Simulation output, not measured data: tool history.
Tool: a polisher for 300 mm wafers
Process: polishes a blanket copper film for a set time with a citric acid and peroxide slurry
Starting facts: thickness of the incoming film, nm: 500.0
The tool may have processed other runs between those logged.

run  hour  flow of slurry (ml/min)  pressure of the wafer on the pad (kPa)  speed of the pad under the wafer (cm/s)  abrasive content of the slurry  polishing time (s)  film removed (angstrom)
  1     0                      130                                    27.6                                       82                               1                  21                    489.9
  2   1.8                      140                                    30.3                                       82                               1                  21                   543.13
  3   5.7                      140                                    30.3                                       82                             1.1                  21                   560.49
  4  12.4                      145                                    32.4                                       82                             1.1                  21                   598.15
  5  17.3                      130                                    32.4                                       82                             1.1                  21                   589.24
  6  23.7                      130                                    32.4                                       98                             1.1                  21                   693.14
  7  25.8                      140                                    33.1                                       98                             1.1                  21                   715.22

For run 8, what comes out?
  8    28                      145                                    33.8                                       98                             1.1                  21                        ?

Run 8 measured film removed (angstrom) 735.21.
